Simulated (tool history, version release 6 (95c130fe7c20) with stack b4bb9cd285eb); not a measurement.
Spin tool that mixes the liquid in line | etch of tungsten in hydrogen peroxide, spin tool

run	hour	temperature setpoint of the liquid (C)	concentration of hydrogen peroxide in the mixed liquid (% by weight)	time under the liquid (s)	thickness taken off the tungsten on a monitor wafer (angstrom)
1	0.0	46.0	24	45	516.28
2	6.1	46.0	20	45	472.28
3	12.1	50.5	20	45	615.50
4	18.3	51.0	20	45	635.79
5	22.6	48.5	20	45	558.33
6	25.6	48.5	20	45	553.64

Forecast run 7:
7	26.9	49.5	20	45	?

Run 7 gave thickness taken off the tungsten on a monitor wafer (angstrom) 582.15.
